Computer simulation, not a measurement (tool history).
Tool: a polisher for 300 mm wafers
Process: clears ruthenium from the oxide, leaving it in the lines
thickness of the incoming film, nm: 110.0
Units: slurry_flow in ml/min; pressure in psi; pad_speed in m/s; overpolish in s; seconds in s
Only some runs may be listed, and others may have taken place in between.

{"run": 1, "hour": 0.0, "slurry_flow": 285, "pressure": 1.7, "pad_speed": 1.0, "overpolish": 37, "seconds": 98.588}
{"run": 2, "hour": 3.8, "slurry_flow": 285, "pressure": 1.9, "pad_speed": 1.02, "overpolish": 37, "seconds": 85.602}
{"run": 3, "hour": 4.9, "slurry_flow": 285, "pressure": 2.0, "pad_speed": 1.02, "overpolish": 37, "seconds": 80.99}
{"run": 4, "hour": 5.8, "slurry_flow": 285, "pressure": 2.0, "pad_speed": 1.02, "overpolish": 37, "seconds": 83.316}
{"run": 5, "hour": 14.2, "slurry_flow": 285, "pressure": 2.1, "pad_speed": 1.04, "overpolish": 37, "seconds": 75.061}
{"run": 6, "hour": 20.7, "slurry_flow": 285, "pressure": 2.2, "pad_speed": 1.04, "overpolish": 37, "seconds": 70.914}
{"run": 7, "hour": 24.5, "slurry_flow": 285, "pressure": 2.3, "pad_speed": 1.04, "overpolish": 37, "seconds": 70.594}
{"run": 8, "hour": 26.1, "slurry_flow": 285, "pressure": 2.4, "pad_speed": 1.06, "overpolish": 37, "seconds": 64.537}

Forecast run 9:
{"run": 9, "hour": 34.0, "slurry_flow": 285, "pressure": 2.5, "pad_speed": 1.08, "overpolish": 37, "seconds": "?"}

Run 9 gave seconds 61.572 s.

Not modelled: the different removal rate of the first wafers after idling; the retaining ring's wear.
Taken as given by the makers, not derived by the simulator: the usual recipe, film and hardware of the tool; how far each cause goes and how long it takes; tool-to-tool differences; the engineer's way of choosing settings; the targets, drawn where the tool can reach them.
